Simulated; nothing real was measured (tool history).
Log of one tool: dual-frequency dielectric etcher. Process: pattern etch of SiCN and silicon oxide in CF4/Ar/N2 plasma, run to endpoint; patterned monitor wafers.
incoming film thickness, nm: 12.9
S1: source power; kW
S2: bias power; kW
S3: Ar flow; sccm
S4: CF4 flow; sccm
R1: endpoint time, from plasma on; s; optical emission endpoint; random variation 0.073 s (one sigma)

run	hour	S1	S2	S3	S4	R1
1	0.0	0.580	0.058	137	61	15.060
2	2.2	0.580	0.067	137	61	14.428
3	3.2	0.560	0.067	137	61	15.004
4	11.6	0.540	0.067	137	61	15.593
5	16.7	0.540	0.067	149	61	15.793
# hour 19.3: CF4 flow controller replaced
6	19.3	0.540	0.067	149	69	15.457

Forecast run 7:
7	20.1	0.530	0.067	149	69	?

{"run 7": {"R1": 15.672}}

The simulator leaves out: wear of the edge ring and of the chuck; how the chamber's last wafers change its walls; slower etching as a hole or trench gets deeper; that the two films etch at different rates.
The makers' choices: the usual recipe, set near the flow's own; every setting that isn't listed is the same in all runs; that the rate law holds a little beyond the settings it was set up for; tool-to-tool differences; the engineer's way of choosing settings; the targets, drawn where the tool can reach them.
